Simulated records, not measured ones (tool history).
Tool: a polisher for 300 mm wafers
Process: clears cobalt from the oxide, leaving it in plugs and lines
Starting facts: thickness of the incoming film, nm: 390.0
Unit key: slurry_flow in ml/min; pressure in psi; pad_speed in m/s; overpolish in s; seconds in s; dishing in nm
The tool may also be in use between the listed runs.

run  hour  slurry_flow  pressure  pad_speed  overpolish  seconds  dishing
  1     0          205       2.3       1.26          23   45.603   62.049
  2   0.6          205       2.4       1.26          20   45.549   63.028
  3   6.3          205       2.4       1.36          17   42.209   61.433
  4   8.4          205       2.6       1.36          17   39.714   60.456
  5  11.8          205       2.1       1.36          17    45.25   59.701
  6  15.2          205       2.2       1.38          15    44.23   56.845

The next listed run, before its measurement:
  7  18.8          205       2.3        1.4          14        ?        ?

seconds: 42.701 s
dishing: 56.786 nm

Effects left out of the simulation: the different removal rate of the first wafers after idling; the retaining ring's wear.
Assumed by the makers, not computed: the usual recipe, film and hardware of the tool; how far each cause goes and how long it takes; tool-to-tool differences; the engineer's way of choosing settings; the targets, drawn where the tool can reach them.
